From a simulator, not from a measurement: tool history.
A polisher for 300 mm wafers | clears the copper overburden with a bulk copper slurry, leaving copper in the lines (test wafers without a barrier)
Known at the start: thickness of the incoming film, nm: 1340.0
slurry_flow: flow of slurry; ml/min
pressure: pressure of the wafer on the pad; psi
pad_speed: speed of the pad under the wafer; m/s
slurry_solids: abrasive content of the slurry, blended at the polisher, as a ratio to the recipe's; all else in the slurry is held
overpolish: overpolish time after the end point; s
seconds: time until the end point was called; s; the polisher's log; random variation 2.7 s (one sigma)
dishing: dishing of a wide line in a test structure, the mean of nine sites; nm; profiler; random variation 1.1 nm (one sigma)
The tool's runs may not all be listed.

run  hour  slurry_flow  pressure  pad_speed  slurry_solids  overpolish  seconds  dishing
  1     0          155       3.3       0.96              1          20   122.26   101.82
  2   2.2          155       4.1       0.96              1          20   101.96   111.62
  3   3.5          155       3.8       0.94              1          21   110.07   109.16
  4   4.6          175       3.8       0.94              1          21   107.79   111.33
  5   7.3          170       3.5       0.92              1          22   120.61   106.82
  6  10.4          190       3.5       0.92              1          22   114.89   107.77
  7  11.9          185       3.3       0.92              1          23    120.6   107.58
  8  14.7          180       3.1       0.92              1          24   127.82   105.09
  9  23.3          175         3       0.92              1          25    137.5   105.25

Forecast run 10:
 10  28.4          170         3       0.92              1          25        ?        ?

Run 10 gave seconds 132.68 s, dishing 103.4 nm.
